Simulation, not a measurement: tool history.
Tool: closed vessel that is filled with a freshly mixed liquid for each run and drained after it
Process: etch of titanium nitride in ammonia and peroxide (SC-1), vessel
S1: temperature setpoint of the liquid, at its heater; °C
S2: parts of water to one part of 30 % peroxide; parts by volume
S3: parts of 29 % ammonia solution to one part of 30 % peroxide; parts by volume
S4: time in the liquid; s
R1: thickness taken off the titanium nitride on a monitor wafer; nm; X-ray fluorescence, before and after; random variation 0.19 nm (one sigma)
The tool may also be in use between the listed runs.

run	hour	S1	S2	S3	S4	R1
1	0	59	26.5	0.75	750	29.031
2	4.8	59	26.5	0.55	750	27.324
3	6.2	61	26	0.55	750	31.696
4	10.8	62.5	25.5	0.55	750	35.265
# hour 16: thermometer replaced
5	16	64	25	0.55	750	42.123
6	19.8	64	32.5	0.55	750	36.295
7	24.1	65	32	0.55	750	38.944
8	33.2	66	31.5	0.55	750	41.941
9	36.1	66.5	31	0.55	750	43.791

Run 10 comes next. What will it give?
10	42.9	67	30.5	0.55	750	?

R1: 45.27 nm
